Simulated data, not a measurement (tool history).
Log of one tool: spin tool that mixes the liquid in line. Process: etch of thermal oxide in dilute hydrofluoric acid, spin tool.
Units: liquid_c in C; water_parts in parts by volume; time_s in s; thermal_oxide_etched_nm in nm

| run | hour | liquid_c | water_parts | time_s | thermal_oxide_etched_nm |
|---|---|---|---|---|---|
| 1 | 0 | 25 | 160 | 40 | 0.95096 |
| 2 | 1.7 | 25 | 120 | 40 | 1.3517 |
| 3 | 4 | 25.5 | 120 | 40 | 1.3826 |
| 4 | 7.3 | 26 | 120 | 40 | 1.3901 |
| 5 | 14.4 | 26.5 | 120 | 40 | 1.4111 |
| 6 | 17.4 | 29 | 120 | 40 | 1.5602 |
| 7 | 26.1 | 29.5 | 120 | 40 | 1.5886 |
|  | 29.5 | hydrofluoric acid flow meter replaced |
| 8 | 29.5 | 30 | 120 | 40 | 1.8426 |
| 9 | 31.6 | 29 | 120 | 40 | 1.7948 |
| 10 | 36.5 | 28.5 | 120 | 40 | 1.7759 |

Run 11 comes next. What will it give?
| 11 | 40.7 | 28 | 120 | 40 | ? |

Run 11 came out at thermal_oxide_etched_nm 1.7352 nm.

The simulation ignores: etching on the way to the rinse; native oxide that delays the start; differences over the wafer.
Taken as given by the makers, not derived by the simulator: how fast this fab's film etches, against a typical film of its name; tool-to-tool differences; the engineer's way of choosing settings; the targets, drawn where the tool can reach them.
